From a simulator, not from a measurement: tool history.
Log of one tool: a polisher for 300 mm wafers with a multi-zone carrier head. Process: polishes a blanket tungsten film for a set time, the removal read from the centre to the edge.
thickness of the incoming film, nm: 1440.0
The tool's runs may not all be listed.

run	hour	flow of slurry (ml/min)	pressure of the head's centre zone	pressure of the head's middle zone	pressure of the head's edge zone	abrasive content of the slurry	polishing time (s)	film removed at the wafer's centre (angstrom)	film removed at mid-radius (angstrom)	film removed at the wafer's edge (angstrom)
1	0.0	260	1.00	1.00	1.00	1.00	55	2091.8	1888.9	1882.4
2	5.8	260	1.00	0.97	1.00	1.00	55	2074.1	1813.7	1867.4
3	12.7	260	0.96	1.00	1.05	1.15	57	2186.6	1991.4	2063.8
4	19.2	260	0.90	1.00	1.05	1.15	57	2026.6	2031.6	2038.9
5	23.5	235	0.90	1.00	1.05	1.15	57	2008.9	2006.9	2025.0
6	24.2	235	0.90	0.92	1.05	1.15	57	2054.6	1887.3	2004.6

Run 7, settings as shown, results not yet in. Your forecast:
7	31.6	245	0.88	0.97	1.09	1.25	59	?	?	?

Run 7 yielded film removed at the wafer's centre (angstrom) 2076.4, film removed at mid-radius (angstrom) 2071.9, film removed at the wafer's edge (angstrom) 2176.2.
